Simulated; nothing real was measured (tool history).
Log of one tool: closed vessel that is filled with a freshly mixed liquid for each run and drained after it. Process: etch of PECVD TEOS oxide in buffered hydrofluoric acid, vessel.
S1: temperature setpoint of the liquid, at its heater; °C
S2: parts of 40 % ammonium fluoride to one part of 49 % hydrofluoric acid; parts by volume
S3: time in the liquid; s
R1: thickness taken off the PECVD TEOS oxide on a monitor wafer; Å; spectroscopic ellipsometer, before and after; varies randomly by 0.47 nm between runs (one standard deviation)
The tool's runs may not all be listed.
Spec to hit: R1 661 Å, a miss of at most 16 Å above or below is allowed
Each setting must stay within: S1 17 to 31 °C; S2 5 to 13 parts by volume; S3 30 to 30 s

run,hour,S1,S2,S3,R1
1,0,23,8,30,1292.6
2,8.1,22.5,8.5,30,1170.8
3,14.5,22,8.5,30,1151.3
4,15.4,22,7.5,30,1303.9
5,17.6,21.5,8,30,1185.1
6,26.1,21.5,7,30,1369.2
7,31.8,21,7.5,30,1230.9
8,32.8,20.5,8,30,1109.3
9,40.5,20,8,30,1087.8
10,44.6,19.5,8.5,30,989.44
11,49.8,19,8.5,30,965.51
12,54.1,18,9.5,30,834.06
13,55.6,17.5,10.5,30,751.56
14,61.5,17,11,30,697.38

Which of these 4 next moves meets every target?
A,67.4,17,10.5,30,?
B,67.4,17,10,30,?
C,67.4,17,11.5,30,?
D,67.4,17,9.5,30,?

move,R1
A,722.97
B,758.16
C,661.53
D,783.1
A: its largest miss is bigger than the last run's
B: its largest miss is bigger than the last run's
C: meets every target
D: its largest miss is bigger than the last run's
C is the move that brings every result within its allowed miss.
